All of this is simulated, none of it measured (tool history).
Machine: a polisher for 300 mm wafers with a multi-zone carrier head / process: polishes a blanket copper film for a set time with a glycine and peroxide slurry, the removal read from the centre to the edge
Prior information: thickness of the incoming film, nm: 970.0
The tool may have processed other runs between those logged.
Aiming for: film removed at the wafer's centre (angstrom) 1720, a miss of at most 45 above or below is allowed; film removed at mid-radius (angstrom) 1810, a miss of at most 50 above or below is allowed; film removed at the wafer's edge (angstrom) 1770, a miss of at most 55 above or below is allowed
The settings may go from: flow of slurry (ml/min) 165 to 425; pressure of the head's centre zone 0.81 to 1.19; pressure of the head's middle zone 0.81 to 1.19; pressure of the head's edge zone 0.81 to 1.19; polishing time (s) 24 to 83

run	hour	flow of slurry (ml/min)	pressure of the head's centre zone	pressure of the head's middle zone	pressure of the head's edge zone	polishing time (s)	film removed at the wafer's centre (angstrom)	film removed at mid-radius (angstrom)	film removed at the wafer's edge (angstrom)
1	0	275	1	1	1	53	3475.5	3427.8	3462.8
2	6.6	255	0.97	0.98	0.95	45	2859.7	2860.3	2870
3	9.2	220	0.97	0.98	0.95	45	2801.9	2771.3	2775.6
4	16.7	205	0.94	0.97	0.92	40	2342.9	2440.8	2419.2
5	20.1	195	0.93	0.96	0.89	37	2110.6	2212.1	2181.9
6	23.8	165	0.93	0.96	0.89	37	2050.3	2126.5	2157.4
7	30.1	180	0.92	0.95	0.87	35	1964.5	2023.9	2079.8
8	32.4	180	0.92	0.96	0.86	33	1836.3	1916.8	1903.4

Consider the 5 candidate settings below. Which is the only one whose results all fall within their allowed miss of target?
A	34.7	190	0.89	0.89	0.89	33	?	?	?
B	34.7	165	0.94	1.11	0.83	31	?	?	?
C	34.7	165	0.83	0.85	0.89	37	?	?	?
D	34.7	165	0.9	0.83	0.93	37	?	?	?
E	34.7	165	0.95	1.01	0.91	30	?	?	?

move	film removed at the wafer's centre (angstrom)	film removed at mid-radius (angstrom)	film removed at the wafer's edge (angstrom)
A	1802.2	1820.6	1959.7
B	1735.7	2002.9	1742.8
C	1823.9	1911.4	2153.9
D	1978.9	1873.6	2198.5
E	1696.6	1788.3	1760.5
A: further off than the last run
B: meets the target for the result that was furthest off, but another lies outside its allowed miss
C: further off than the last run
D: further off than the last run
E: hits every target within its allowed miss
Go with E: it meets all targets.

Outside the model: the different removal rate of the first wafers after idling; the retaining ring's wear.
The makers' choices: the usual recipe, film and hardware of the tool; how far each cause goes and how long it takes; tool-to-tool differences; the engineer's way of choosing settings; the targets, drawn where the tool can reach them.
